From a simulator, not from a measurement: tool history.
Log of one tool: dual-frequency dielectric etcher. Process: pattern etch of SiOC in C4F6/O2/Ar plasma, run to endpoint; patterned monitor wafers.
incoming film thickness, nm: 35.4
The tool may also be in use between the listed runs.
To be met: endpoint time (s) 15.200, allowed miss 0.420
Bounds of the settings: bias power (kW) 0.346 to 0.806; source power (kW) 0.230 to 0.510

run	hour	bias power (kW)	source power (kW)	endpoint time (s)
1	0.0	0.576	0.370	12.766
2	3.9	0.647	0.370	11.935
3	11.1	0.616	0.360	12.408
4	17.3	0.558	0.360	13.031
5	24.0	0.469	0.360	14.097
6	31.1	0.459	0.360	14.287
7	39.9	0.451	0.360	14.250
8	43.2	0.442	0.360	14.431
9	52.2	0.435	0.360	14.635
10	55.2	0.430	0.360	14.671
11	62.6	0.425	0.360	14.690
12	71.0	0.421	0.360	14.716

4 next moves are on the table. One of them brings every result within its allowed miss. Which?
A	79.4	0.346	0.450	?
B	79.4	0.410	0.350	?
C	79.4	0.575	0.310	?
D	79.4	0.569	0.320	?

move	endpoint time (s)
A	14.052
B	15.029
C	13.922
D	13.709
A: further off than the last run
B: meets every target
C: further off than the last run
D: further off than the last run
Answer: B
